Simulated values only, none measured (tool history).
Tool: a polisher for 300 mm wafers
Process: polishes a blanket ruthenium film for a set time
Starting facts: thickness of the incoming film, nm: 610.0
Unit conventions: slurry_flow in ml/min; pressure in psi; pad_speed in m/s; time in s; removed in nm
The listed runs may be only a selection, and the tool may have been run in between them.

run 1 hour=0.0 | slurry_flow=235 pressure=1.7 pad_speed=0.96 time=38 | removed=30.161
run 2 hour=0.8 | slurry_flow=235 pressure=1.5 pad_speed=0.90 time=38 | removed=25.410
run 3 hour=2.4 | slurry_flow=235 pressure=1.5 pad_speed=0.90 time=38 | removed=25.353
run 4 hour=7.1 | slurry_flow=235 pressure=1.9 pad_speed=0.90 time=38 | removed=32.030
run 5 hour=15.6 | slurry_flow=235 pressure=1.7 pad_speed=0.84 time=38 | removed=26.872
run 6 hour=19.7 | slurry_flow=235 pressure=1.7 pad_speed=0.84 time=34 | removed=24.244
run 7 hour=22.4 | slurry_flow=235 pressure=1.5 pad_speed=0.82 time=34 | removed=20.614
run 8 hour=28.3 | slurry_flow=235 pressure=1.4 pad_speed=0.82 time=34 | removed=19.511
run 9 hour=30.1 | slurry_flow=235 pressure=1.3 pad_speed=0.82 time=34 | removed=18.463
run 10 hour=38.2 | slurry_flow=235 pressure=1.3 pad_speed=0.82 time=34 | removed=17.987
run 11 hour=42.2 | slurry_flow=235 pressure=1.2 pad_speed=0.82 time=34 | removed=16.676

Run 12, settings as shown, results not yet in. Your forecast:
run 12 hour=48.8 | slurry_flow=225 pressure=0.8 pad_speed=0.80 time=34 | removed=?

removed: 11.159 nm
